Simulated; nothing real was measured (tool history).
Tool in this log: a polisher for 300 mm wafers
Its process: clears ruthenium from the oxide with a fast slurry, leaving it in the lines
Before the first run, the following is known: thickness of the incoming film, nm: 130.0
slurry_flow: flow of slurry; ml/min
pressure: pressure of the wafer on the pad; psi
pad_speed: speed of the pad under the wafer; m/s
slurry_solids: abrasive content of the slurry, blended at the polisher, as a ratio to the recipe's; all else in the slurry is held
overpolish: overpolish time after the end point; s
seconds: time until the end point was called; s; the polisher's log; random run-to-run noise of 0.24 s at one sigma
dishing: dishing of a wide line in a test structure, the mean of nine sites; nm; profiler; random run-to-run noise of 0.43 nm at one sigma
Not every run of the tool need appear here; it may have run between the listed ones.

{"run": 1, "hour": 0.0, "slurry_flow": 290, "pressure": 2.7, "pad_speed": 0.9, "slurry_solids": 1.0, "overpolish": 16, "seconds": 36.063, "dishing": 47.309}
{"run": 2, "hour": 2.5, "slurry_flow": 290, "pressure": 3.3, "pad_speed": 0.9, "slurry_solids": 1.0, "overpolish": 16, "seconds": 29.353, "dishing": 55.639}
{"run": 3, "hour": 7.0, "slurry_flow": 290, "pressure": 3.0, "pad_speed": 0.9, "slurry_solids": 1.0, "overpolish": 16, "seconds": 32.269, "dishing": 51.546}
{"run": 4, "hour": 15.8, "slurry_flow": 220, "pressure": 3.0, "pad_speed": 0.9, "slurry_solids": 1.0, "overpolish": 16, "seconds": 33.258, "dishing": 50.085}
{"run": 5, "hour": 16.6, "slurry_flow": 215, "pressure": 3.0, "pad_speed": 0.9, "slurry_solids": 1.0, "overpolish": 14, "seconds": 33.243, "dishing": 45.077}
{"run": 6, "hour": 22.2, "slurry_flow": 215, "pressure": 3.6, "pad_speed": 0.9, "slurry_solids": 1.0, "overpolish": 14, "seconds": 27.939, "dishing": 53.808}
{"run": 7, "hour": 26.7, "slurry_flow": 235, "pressure": 3.5, "pad_speed": 0.92, "slurry_solids": 1.0, "overpolish": 13, "seconds": 28.014, "dishing": 49.704}
{"run": 8, "hour": 34.4, "slurry_flow": 260, "pressure": 3.4, "pad_speed": 0.94, "slurry_solids": 1.0, "overpolish": 12, "seconds": 27.987, "dishing": 47.937}
{"run": 9, "hour": 40.8, "slurry_flow": 245, "pressure": 3.3, "pad_speed": 0.94, "slurry_solids": 1.0, "overpolish": 11, "seconds": 28.905, "dishing": 41.916}
{"run": 10, "hour": 42.8, "slurry_flow": 250, "pressure": 3.3, "pad_speed": 0.94, "slurry_solids": 1.0, "overpolish": 10, "seconds": 28.545, "dishing": 39.712}
{"run": 11, "hour": 51.8, "slurry_flow": 250, "pressure": 3.3, "pad_speed": 0.94, "slurry_solids": 1.0, "overpolish": 9, "seconds": 28.798, "dishing": 35.942}
{"run": 12, "hour": 52.7, "slurry_flow": 255, "pressure": 3.2, "pad_speed": 0.94, "slurry_solids": 1.0, "overpolish": 5, "seconds": 29.641, "dishing": 20.377}

Forecast run 13:
{"run": 13, "hour": 54.9, "slurry_flow": 250, "pressure": 3.2, "pad_speed": 0.94, "slurry_solids": 1.0, "overpolish": 5, "seconds": "?", "dishing": "?"}

seconds: 29.639 s
dishing: 20.191 nm
